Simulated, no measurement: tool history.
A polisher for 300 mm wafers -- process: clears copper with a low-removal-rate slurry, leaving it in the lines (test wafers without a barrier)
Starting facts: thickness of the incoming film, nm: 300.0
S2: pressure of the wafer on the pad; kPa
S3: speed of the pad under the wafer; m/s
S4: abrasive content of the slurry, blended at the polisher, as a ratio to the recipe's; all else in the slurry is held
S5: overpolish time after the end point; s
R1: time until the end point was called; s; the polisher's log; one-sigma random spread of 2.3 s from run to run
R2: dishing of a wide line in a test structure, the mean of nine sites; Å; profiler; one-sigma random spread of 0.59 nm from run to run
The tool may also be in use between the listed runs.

Run 1, day 0.000: flow of slurry (ml/min) 170, S2 18.6 kPa, S3 0.88 m/s, S4 1.0, S5 25 s. Result: R1 107.74 s, R2 412.43 Å.
Run 2, day 0.346: flow of slurry (ml/min) 135, S2 18.6 kPa, S3 0.88 m/s, S4 1.0, S5 25 s. Result: R1 116.05 s, R2 414.06 Å.
Run 3, day 0.629: flow of slurry (ml/min) 135, S2 18.6 kPa, S3 0.88 m/s, S4 0.8, S5 25 s. Result: R1 124.10 s, R2 392.26 Å.
Run 4, day 0.817: flow of slurry (ml/min) 150, S2 18.6 kPa, S3 0.88 m/s, S4 0.8, S5 25 s. Result: R1 120.31 s, R2 396.42 Å.
Run 5, day 1.100: flow of slurry (ml/min) 150, S2 15.9 kPa, S3 0.88 m/s, S4 0.8, S5 25 s. Result: R1 139.41 s, R2 347.11 Å.
Run 6, day 1.433: flow of slurry (ml/min) 150, S2 15.9 kPa, S3 0.88 m/s, S4 0.8, S5 17 s. Result: R1 140.61 s, R2 246.65 Å.
Run 7, day 1.588: flow of slurry (ml/min) 140, S2 11.7 kPa, S3 0.86 m/s, S4 0.8, S5 29 s. Result: R1 189.43 s, R2 285.38 Å.
Run 8, day 1.625: flow of slurry (ml/min) 145, S2 11.7 kPa, S3 0.86 m/s, S4 0.8, S5 30 s. Result: R1 191.11 s, R2 298.99 Å.
Run 9, day 1.908: flow of slurry (ml/min) 150, S2 11.7 kPa, S3 0.86 m/s, S4 0.8, S5 30 s. Result: R1 189.23 s, R2 299.47 Å.
Run 10, day 2.042: flow of slurry (ml/min) 155, S2 11.7 kPa, S3 0.86 m/s, S4 0.8, S5 30 s. Result: R1 186.68 s, R2 306.29 Å.

For run 11, what comes out?
Run 11, day 2.121: flow of slurry (ml/min) 160, S2 11.7 kPa, S3 0.86 m/s, S4 0.8, S5 30 s. Result: R1 ?, R2 ?.

Run 11 measured R1 193.59 s, R2 306.63 Å.
